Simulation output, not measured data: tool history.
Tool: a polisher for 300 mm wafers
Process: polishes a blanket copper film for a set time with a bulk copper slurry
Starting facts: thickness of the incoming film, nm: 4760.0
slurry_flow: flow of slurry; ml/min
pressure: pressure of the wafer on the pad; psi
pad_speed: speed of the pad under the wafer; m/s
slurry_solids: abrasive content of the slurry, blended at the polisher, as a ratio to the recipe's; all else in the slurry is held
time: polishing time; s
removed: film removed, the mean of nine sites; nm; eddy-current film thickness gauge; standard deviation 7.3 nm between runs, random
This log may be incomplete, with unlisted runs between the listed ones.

Run 1, day 0: slurry_flow 300 ml/min, pressure 2.1 psi, pad_speed 1.3 m/s, slurry_solids 1, time 38 s. Result: removed 354.53 nm.
Run 2, day 0.229: slurry_flow 300 ml/min, pressure 2.2 psi, pad_speed 1.3 m/s, slurry_solids 1, time 38 s. Result: removed 365.7 nm.
Run 3, day 0.592: slurry_flow 300 ml/min, pressure 2.2 psi, pad_speed 1.3 m/s, slurry_solids 0.85, time 38 s. Result: removed 359.69 nm.
Run 4, day 0.933: slurry_flow 300 ml/min, pressure 2.3 psi, pad_speed 1.3 m/s, slurry_solids 0.85, time 38 s. Result: removed 371.21 nm.
Run 5, day 1.229: slurry_flow 300 ml/min, pressure 2.4 psi, pad_speed 1.32 m/s, slurry_solids 0.85, time 38 s. Result: removed 400.45 nm.
Run 6, day 1.396: slurry_flow 360 ml/min, pressure 2.4 psi, pad_speed 1.32 m/s, slurry_solids 0.85, time 38 s. Result: removed 400.98 nm.
Run 7, day 1.479: slurry_flow 360 ml/min, pressure 2.5 psi, pad_speed 1.32 m/s, slurry_solids 0.85, time 38 s. Result: removed 421.71 nm.

What will run 8 give?
Run 8, day 1.767: slurry_flow 360 ml/min, pressure 2.6 psi, pad_speed 1.32 m/s, slurry_solids 0.85, time 38 s. Result: removed ?.

Run 8 gave removed 431.51 nm.
